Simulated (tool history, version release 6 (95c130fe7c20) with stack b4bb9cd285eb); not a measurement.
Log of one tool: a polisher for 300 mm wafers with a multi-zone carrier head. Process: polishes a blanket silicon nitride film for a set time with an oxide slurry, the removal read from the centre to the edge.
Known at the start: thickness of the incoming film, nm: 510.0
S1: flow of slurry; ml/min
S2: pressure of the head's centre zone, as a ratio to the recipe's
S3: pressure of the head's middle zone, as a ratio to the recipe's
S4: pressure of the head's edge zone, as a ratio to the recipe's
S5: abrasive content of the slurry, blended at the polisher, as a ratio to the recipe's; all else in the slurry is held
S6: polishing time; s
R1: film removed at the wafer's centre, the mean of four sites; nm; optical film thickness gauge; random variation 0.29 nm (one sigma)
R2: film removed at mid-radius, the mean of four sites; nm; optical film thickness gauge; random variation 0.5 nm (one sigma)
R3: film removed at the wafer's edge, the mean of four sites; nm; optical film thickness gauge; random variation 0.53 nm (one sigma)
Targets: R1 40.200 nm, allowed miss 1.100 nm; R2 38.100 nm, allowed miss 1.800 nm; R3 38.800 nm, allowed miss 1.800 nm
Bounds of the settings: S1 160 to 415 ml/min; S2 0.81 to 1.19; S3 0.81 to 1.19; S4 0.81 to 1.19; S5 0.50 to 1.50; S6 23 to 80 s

run,hour,S1,S2,S3,S4,S5,S6,R1,R2,R3
1,0.0,265,1.00,1.00,1.00,1.00,51,32.866,33.628,31.631
2,8.4,270,1.01,1.00,1.03,1.05,51,34.268,33.933,33.906
3,10.0,280,1.02,1.02,1.04,1.05,51,34.509,34.855,33.433
4,17.3,280,1.03,1.02,1.06,1.10,51,35.549,34.197,34.099
5,24.7,285,1.03,1.03,1.07,1.15,51,35.602,36.775,35.654
6,27.2,285,1.03,1.03,1.07,1.15,43,30.287,30.782,30.106
7,32.7,285,1.05,1.03,1.08,1.20,44,31.761,31.942,31.090
8,35.3,290,1.06,1.03,1.09,1.25,45,33.265,32.390,32.131
9,39.1,290,1.07,1.03,1.10,1.30,46,34.674,34.213,33.895
10,42.8,295,1.08,1.03,1.11,1.35,46,35.961,34.146,34.792
11,49.9,300,1.09,1.04,1.12,1.40,46,36.478,35.980,35.114
12,58.7,300,1.09,1.04,1.13,1.40,46,36.758,35.205,35.277
13,64.2,300,1.09,1.04,1.14,1.40,46,37.356,35.001,35.035
14,69.6,305,1.08,1.03,1.14,1.45,48,38.091,37.998,37.508

4 next moves are on the table. One of them brings every result within its allowed miss. Which?
A,75.0,320,1.06,1.06,1.15,1.40,46,?,?,?
B,75.0,335,1.09,1.02,1.15,1.40,50,?,?,?
C,75.0,285,0.95,0.92,1.19,1.50,54,?,?,?
D,75.0,225,1.00,0.90,1.19,1.50,55,?,?,?

move,R1,R2,R3
A,36.162,35.840,35.720
B,40.485,37.815,38.939
C,38.784,37.916,43.489
D,40.657,37.253,43.728
A: further off than the last run
B: meets every target
C: further off than the last run
D: brings the result that was furthest off to its target, and leaves another outside
Move B is the one to make.

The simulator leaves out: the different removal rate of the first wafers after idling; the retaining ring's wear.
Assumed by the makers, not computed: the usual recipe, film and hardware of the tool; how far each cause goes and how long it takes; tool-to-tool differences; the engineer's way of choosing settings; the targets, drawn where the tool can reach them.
